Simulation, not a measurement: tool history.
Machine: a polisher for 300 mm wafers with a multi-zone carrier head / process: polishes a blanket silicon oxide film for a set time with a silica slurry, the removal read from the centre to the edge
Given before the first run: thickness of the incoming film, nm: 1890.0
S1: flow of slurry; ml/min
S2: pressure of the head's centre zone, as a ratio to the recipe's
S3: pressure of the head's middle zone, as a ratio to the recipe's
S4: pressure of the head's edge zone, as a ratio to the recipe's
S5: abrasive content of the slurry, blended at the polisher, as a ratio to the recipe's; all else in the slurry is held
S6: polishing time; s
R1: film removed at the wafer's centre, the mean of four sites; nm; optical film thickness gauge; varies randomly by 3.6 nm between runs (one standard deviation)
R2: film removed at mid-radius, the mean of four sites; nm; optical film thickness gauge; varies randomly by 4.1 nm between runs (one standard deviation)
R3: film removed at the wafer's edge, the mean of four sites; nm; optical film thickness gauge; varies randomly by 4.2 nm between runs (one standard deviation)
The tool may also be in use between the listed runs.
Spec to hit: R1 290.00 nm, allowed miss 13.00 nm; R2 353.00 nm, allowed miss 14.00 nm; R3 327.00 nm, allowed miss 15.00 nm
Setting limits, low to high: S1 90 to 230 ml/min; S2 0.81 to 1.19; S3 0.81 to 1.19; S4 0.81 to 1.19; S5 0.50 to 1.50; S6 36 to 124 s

| run | hour | S1 | S2 | S3 | S4 | S5 | S6 | R1 | R2 | R3 |
|---|---|---|---|---|---|---|---|---|---|---|
| 1 | 0.0 | 150 | 1.00 | 1.00 | 1.00 | 1.00 | 79 | 275.67 | 274.11 | 273.65 |
| 2 | 4.6 | 160 | 0.98 | 1.04 | 1.04 | 1.05 | 79 | 280.53 | 295.26 | 288.38 |
| 3 | 12.0 | 170 | 0.96 | 1.07 | 1.07 | 1.10 | 79 | 283.99 | 311.06 | 304.46 |
| 4 | 13.8 | 170 | 0.89 | 1.07 | 1.07 | 1.10 | 79 | 262.37 | 314.08 | 303.00 |
| 5 | 15.1 | 170 | 0.89 | 1.07 | 1.07 | 1.10 | 69 | 230.52 | 274.24 | 263.77 |
| 6 | 18.8 | 170 | 0.89 | 1.07 | 1.02 | 1.10 | 69 | 228.54 | 269.02 | 258.88 |
| 7 | 26.5 | 175 | 0.90 | 1.10 | 1.05 | 1.20 | 69 | 242.35 | 288.96 | 273.15 |
| 8 | 35.3 | 180 | 0.91 | 1.12 | 1.07 | 1.30 | 69 | 254.98 | 303.63 | 277.60 |
|  | 42.1 | slurry nozzle cleaned |
| 9 | 42.1 | 185 | 0.90 | 1.12 | 1.09 | 1.35 | 71 | 273.46 | 330.36 | 299.02 |

Exactly one of the 4 candidate moves below puts every result within its allowed miss. Which one?
| A | 48.9 | 160 | 0.93 | 1.19 | 1.17 | 1.20 | 79 | ? | ? | ? |
| B | 48.9 | 195 | 0.81 | 1.17 | 1.10 | 1.25 | 78 | ? | ? | ? |
| C | 48.9 | 155 | 1.03 | 0.99 | 1.07 | 1.45 | 70 | ? | ? | ? |
| D | 48.9 | 120 | 1.04 | 1.05 | 1.10 | 1.40 | 73 | ? | ? | ? |

| move | R1 | R2 | R3 |
|---|---|---|---|
| A | 290.02 | 354.15 | 322.85 |
| B | 260.03 | 359.14 | 319.46 |
| C | 304.19 | 288.43 | 293.53 |
| D | 304.47 | 301.12 | 298.91 |
A: meets every target
B: brings the last run's worst result on target, with another outside its allowed miss
C: misses by more than the last run did
D: misses by more than the last run did
Go with A: it meets all targets.
